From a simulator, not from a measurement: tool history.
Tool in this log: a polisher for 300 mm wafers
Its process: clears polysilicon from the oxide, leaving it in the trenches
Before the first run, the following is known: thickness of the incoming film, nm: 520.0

run	hour	flow of slurry (ml/min)	pressure of the wafer on the pad (psi)	speed of the pad under the wafer (cm/s)	overpolish time after the end point (s)	time until the end point was called (s)	dishing of a wide line in a test structure (Å)
1	0	250	2.3	98	13	40.965	516.67
2	6.6	250	2.6	98	13	36.79	517.34
3	13.4	305	2.6	98	13	35.634	516.24
4	18.1	305	2.5	98	12	36.533	516.06
5	22.2	300	2.4	98	11	37.953	514.37
6	23.7	300	2.4	98	9	37.635	488.74
7	28.2	295	2.3	98	9	39.566	495.85

The next listed run, before its measurement:
8	36.4	290	2.2	98	9	?	?

{"run 8": {"time until the end point was called (s)": 41.533, "dishing of a wide line in a test structure (Å)": 471.35}}
